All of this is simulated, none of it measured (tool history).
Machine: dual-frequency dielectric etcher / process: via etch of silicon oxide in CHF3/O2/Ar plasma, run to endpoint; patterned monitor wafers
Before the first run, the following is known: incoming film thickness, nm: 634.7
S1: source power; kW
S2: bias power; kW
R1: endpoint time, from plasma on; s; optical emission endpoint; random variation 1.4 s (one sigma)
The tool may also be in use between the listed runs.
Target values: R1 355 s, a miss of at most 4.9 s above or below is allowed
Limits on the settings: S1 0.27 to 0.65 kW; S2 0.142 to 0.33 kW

run  hour    S1     S2      R1
  1     0  0.46  0.236  328.42
  2   2.2  0.38  0.236  349.88
  3   9.1  0.38  0.194  372.67
  4  13.1  0.39  0.194   370.5
  5  14.8   0.4  0.194  370.04
     20.1  -- source power generator calibrated
  6  20.1  0.35  0.194  377.63
  7  22.4  0.35  0.194  380.99
  8  25.8  0.35  0.194  381.87
  9  32.9  0.37  0.195  371.46
 10    40  0.38  0.196  370.72
 11  43.9  0.39  0.197  365.64
 12  46.3   0.4  0.197  362.68

5 next moves are on the table. One of them brings every result within its allowed miss. Which?
  A  48.7  0.44   0.21   ?
  B  48.7  0.31  0.228   ?
  C  48.7  0.39  0.229   ?
  D  48.7  0.42  0.203   ?
  E  48.7  0.41  0.221   ?

move      R1
   A  346.03
   B  371.99
   C  347.64
   D  355.27
   E     347
A: the result that was furthest off in the last run now lies on the other side of its target
B: lands further from the targets than the last run did
C: the result that was furthest off in the last run now lies on the other side of its target
D: every result within its allowed miss
E: the result that was furthest off in the last run now lies on the other side of its target
Answer: D

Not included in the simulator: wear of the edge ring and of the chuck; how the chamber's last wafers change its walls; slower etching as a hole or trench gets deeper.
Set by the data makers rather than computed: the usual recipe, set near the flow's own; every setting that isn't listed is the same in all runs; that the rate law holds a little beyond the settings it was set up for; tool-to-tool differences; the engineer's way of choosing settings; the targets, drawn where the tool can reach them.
